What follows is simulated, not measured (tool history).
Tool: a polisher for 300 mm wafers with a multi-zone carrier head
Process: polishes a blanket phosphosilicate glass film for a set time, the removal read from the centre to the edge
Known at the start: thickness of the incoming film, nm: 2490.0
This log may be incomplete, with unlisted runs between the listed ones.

run    day  flow of slurry (ml/min)  pressure of the head's centre zone  pressure of the head's middle zone  pressure of the head's edge zone  abrasive content of the slurry  polishing time (s)  film removed at the wafer's centre (nm)  film removed at mid-radius (nm)  film removed at the wafer's edge (nm)
  1      0                      300                                   1                                   1                                 1                               1                  84                                   494.74                           494.51                                  476.9
  2  0.171                      295                                0.95                                0.98                              0.99                            0.85                  78                                   405.53                           420.05                                 415.36
  3  0.204                      290                                0.92                                0.97                              0.97                            0.75                  73                                    350.5                           365.51                                 350.61
  4  0.267                      290                                0.92                                0.97                              0.97                            0.75                  62                                   291.03                           320.34                                 310.39
  5  0.621                      285                                0.89                                0.95                              0.96                            0.75                  62                                   279.75                           308.77                                 304.33
  6  0.892                      285                                0.89                                0.95                              0.96                            0.75                  49                                   220.13                           247.31                                 241.85
  7  0.958                      290                                0.91                                0.97                              1.01                             0.8                  49                                   232.18                           262.56                                 255.33
  8  1.204                      295                                0.92                                0.97                              1.04                            0.85                  49                                   240.06                           266.78                                 261.32

What does the tool deliver on the next run?
  9  1.421                      295                                0.92                                0.97                              1.05                             0.9                  49                                        ?                                ?                                      ?

film removed at the wafer's centre (nm): 251.64
film removed at mid-radius (nm): 272.44
film removed at the wafer's edge (nm): 268.72

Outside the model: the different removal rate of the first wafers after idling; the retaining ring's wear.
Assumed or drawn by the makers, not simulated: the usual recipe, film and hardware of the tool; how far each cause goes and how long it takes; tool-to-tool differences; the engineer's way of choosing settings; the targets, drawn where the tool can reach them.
